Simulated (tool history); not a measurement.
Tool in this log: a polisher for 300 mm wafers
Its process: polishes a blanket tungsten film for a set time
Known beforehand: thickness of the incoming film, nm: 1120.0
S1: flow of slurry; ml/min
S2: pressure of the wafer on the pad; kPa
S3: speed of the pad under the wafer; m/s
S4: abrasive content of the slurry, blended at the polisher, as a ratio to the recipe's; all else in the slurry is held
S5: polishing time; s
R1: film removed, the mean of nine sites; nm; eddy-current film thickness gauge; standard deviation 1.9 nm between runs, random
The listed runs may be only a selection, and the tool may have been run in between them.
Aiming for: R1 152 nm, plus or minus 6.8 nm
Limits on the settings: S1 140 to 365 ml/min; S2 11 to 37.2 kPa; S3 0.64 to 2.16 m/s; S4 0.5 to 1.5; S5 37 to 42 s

| run | day | S1 | S2 | S3 | S4 | S5 | R1 |
|---|---|---|---|---|---|---|---|
| 1 | 0 | 235 | 24.1 | 1.4 | 1 | 42 | 218.08 |
| 2 | 0.158 | 235 | 23.4 | 1.4 | 1 | 42 | 216.44 |
| 3 | 0.3 | 235 | 23.4 | 1.72 | 1 | 42 | 251.42 |
| 4 | 0.617 | 280 | 23.4 | 1.72 | 1 | 42 | 263.15 |
| 5 | 0.95 | 280 | 25.5 | 1.72 | 1 | 42 | 281.54 |
| 6 | 1.196 | 280 | 23.4 | 1.7 | 1 | 42 | 254.42 |
| 7 | 1.542 | 280 | 16.5 | 1.64 | 1 | 42 | 179.43 |
| 8 | 1.779 | 280 | 15.9 | 1.64 | 1 | 42 | 174.93 |
| 9 | 1.967 | 280 | 15.2 | 1.64 | 1 | 42 | 166.67 |

Pick the move, out of 4, that brings all results within their allowed miss; only one does.
| A | 2.154 | 300 | 15.2 | 1.6 | 1.1 | 42 | ? |
| B | 2.154 | 260 | 15.9 | 1.62 | 0.7 | 37 | ? |
| C | 2.154 | 275 | 13.1 | 1.7 | 1.05 | 38 | ? |
| D | 2.154 | 300 | 14.5 | 1.66 | 0.85 | 41 | ? |

| move | R1 |
|---|---|
| A | 165.8 |
| B | 137.08 |
| C | 135.06 |
| D | 150.61 |
A: better than the last run, though not everything is in spec
B: moves the result that the last run missed by most past its target, out the other side
C: moves the result that the last run missed by most past its target, out the other side
D: meets every target
So the answer is move D, the one that meets all the targets.

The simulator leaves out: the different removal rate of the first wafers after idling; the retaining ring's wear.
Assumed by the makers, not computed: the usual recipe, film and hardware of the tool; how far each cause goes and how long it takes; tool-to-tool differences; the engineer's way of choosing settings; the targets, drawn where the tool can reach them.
